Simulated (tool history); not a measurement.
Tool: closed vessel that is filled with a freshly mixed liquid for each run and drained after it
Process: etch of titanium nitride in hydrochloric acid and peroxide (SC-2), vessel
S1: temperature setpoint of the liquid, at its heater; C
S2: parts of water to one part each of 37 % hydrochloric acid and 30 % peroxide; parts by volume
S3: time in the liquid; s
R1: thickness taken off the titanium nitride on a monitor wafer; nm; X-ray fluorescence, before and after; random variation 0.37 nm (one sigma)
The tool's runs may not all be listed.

{"run": 1, "hour": 0.0, "S1": 50.0, "S2": 8.5, "S3": 1190, "R1": 31.79}
{"run": 2, "hour": 1.8, "S1": 50.0, "S2": 8.5, "S3": 1190, "R1": 31.879}
{"run": 3, "hour": 3.0, "S1": 50.0, "S2": 10.0, "S3": 1190, "R1": 27.737}
{"run": 4, "hour": 6.1, "S1": 52.5, "S2": 10.0, "S3": 1190, "R1": 32.695}
{"run": 5, "hour": 10.2, "S1": 46.0, "S2": 10.0, "S3": 1190, "R1": 21.134}
{"run": 6, "hour": 17.6, "S1": 49.0, "S2": 10.0, "S3": 1190, "R1": 26.101}
{"run": 7, "hour": 21.6, "S1": 51.5, "S2": 10.0, "S3": 1190, "R1": 30.741}
{"run": 8, "hour": 23.8, "S1": 53.5, "S2": 10.0, "S3": 1190, "R1": 35.086}
{"run": 9, "hour": 27.7, "S1": 55.5, "S2": 10.0, "S3": 1190, "R1": 40.095}
{"run": 10, "hour": 33.8, "S1": 57.0, "S2": 10.0, "S3": 1190, "R1": 43.762}

The next listed run, before its measurement:
{"run": 11, "hour": 34.7, "S1": 58.5, "S2": 10.0, "S3": 1190, "R1": "?"}

Run 11 gave R1 48.924 nm.

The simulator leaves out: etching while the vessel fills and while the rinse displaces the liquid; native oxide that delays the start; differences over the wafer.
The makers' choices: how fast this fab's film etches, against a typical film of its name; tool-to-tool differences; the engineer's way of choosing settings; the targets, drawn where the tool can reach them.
